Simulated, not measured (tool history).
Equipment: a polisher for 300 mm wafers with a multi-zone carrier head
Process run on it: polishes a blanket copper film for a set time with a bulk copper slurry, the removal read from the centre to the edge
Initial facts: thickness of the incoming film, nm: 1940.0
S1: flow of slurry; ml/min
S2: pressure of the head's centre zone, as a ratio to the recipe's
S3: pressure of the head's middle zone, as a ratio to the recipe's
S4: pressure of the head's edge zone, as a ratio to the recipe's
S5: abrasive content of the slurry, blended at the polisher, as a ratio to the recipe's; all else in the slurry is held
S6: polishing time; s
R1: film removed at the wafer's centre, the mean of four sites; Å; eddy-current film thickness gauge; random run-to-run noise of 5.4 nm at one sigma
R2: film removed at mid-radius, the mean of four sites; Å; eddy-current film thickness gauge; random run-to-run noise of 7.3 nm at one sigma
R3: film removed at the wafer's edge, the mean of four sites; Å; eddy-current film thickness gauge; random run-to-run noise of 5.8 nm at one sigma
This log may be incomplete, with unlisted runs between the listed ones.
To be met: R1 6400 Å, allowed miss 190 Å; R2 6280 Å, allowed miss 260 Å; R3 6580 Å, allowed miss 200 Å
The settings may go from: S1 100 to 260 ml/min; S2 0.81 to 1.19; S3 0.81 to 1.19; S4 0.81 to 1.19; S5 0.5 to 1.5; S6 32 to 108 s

run 1 day=0 | S1=165 S2=1 S3=1 S4=1 S5=1 S6=70 | R1=4844.3 R2=4944.8 R3=4939.5
run 2 day=0.192 | S1=165 S2=1 S3=1 S4=1 S5=0.9 S6=70 | R1=4824.7 R2=4852.2 R3=4873.2
run 3 day=0.267 | S1=165 S2=1 S3=1.05 S4=1 S5=0.9 S6=70 | R1=4848.3 R2=4954.8 R3=4910.4
run 4 day=0.433 | S1=150 S2=1 S3=1.05 S4=1 S5=0.9 S6=70 | R1=4761.6 R2=4944.9 R3=4799.4
run 5 day=0.738 | S1=175 S2=1.03 S3=1.06 S4=1.05 S5=1.05 S6=71 | R1=5116.1 R2=5359.6 R3=5285
run 6 day=1.046 | S1=175 S2=1.03 S3=1.12 S4=1.05 S5=1.05 S6=71 | R1=5192.8 R2=5458.3 R3=5193.6
run 7 day=1.412 | S1=190 S2=1.06 S3=1.1 S4=1.09 S5=1.15 S6=72 | R1=5466.6 R2=5770.7 R3=5502.6
run 8 day=1.671 | S1=195 S2=1.08 S3=1.06 S4=1.12 S5=1.2 S6=74 | R1=5791.3 R2=5764.2 R3=5757.2
run 9 day=2.029 | S1=200 S2=1.08 S3=1.05 S4=1.14 S5=1.25 S6=75 | R1=5923.7 R2=5979.9 R3=6009.8
run 10 day=2.354 | S1=240 S2=1.1 S3=0.99 S4=1.19 S5=1.35 S6=76 | R1=6341 R2=5898.3 R3=6367.7
run 11 day=2.729 | S1=240 S2=1.09 S3=1 S4=1.19 S5=1.4 S6=76 | R1=6436.7 R2=5999 R3=6360.4
run 12 day=2.892 | S1=240 S2=1.09 S3=1 S4=1.19 S5=1.4 S6=76 | R1=6276.5 R2=6002.1 R3=6465.4

5 next moves are on the table. One of them brings every result within its allowed miss. Which?
run A day=3.054 | S1=210 S2=0.99 S3=1.04 S4=1.19 S5=1.5 S6=77 | R1=? R2=? R3=?
run B day=3.054 | S1=220 S2=0.98 S3=1.1 S4=1.19 S5=1.5 S6=83 | R1=? R2=? R3=?
run C day=3.054 | S1=250 S2=0.98 S3=1.05 S4=1.13 S5=1.5 S6=82 | R1=? R2=? R3=?
run D day=3.054 | S1=180 S2=1.01 S3=0.92 S4=1.19 S5=1.45 S6=78 | R1=? R2=? R3=?
run E day=3.054 | S1=240 S2=1.07 S3=1.02 S4=1.17 S5=1.5 S6=77 | R1=? R2=? R3=?

move=A R1=5991.1 R2=6404.5 R3=6488.4
move=B R1=6448.7 R2=7277 R3=7013.4
move=C R1=6460.1 R2=6998.6 R3=6832.6
move=D R1=5996.8 R2=5716 R3=6458.6
move=E R1=6432.7 R2=6384.1 R3=6503.8
A: brings the last run's worst result on target, with another outside its allowed miss
B: takes the biggest miss from the last run beyond its target
C: takes the biggest miss from the last run beyond its target
D: moves away from the targets compared with the last run
E: every result lands within tolerance
Correct choice: E, which meets every target
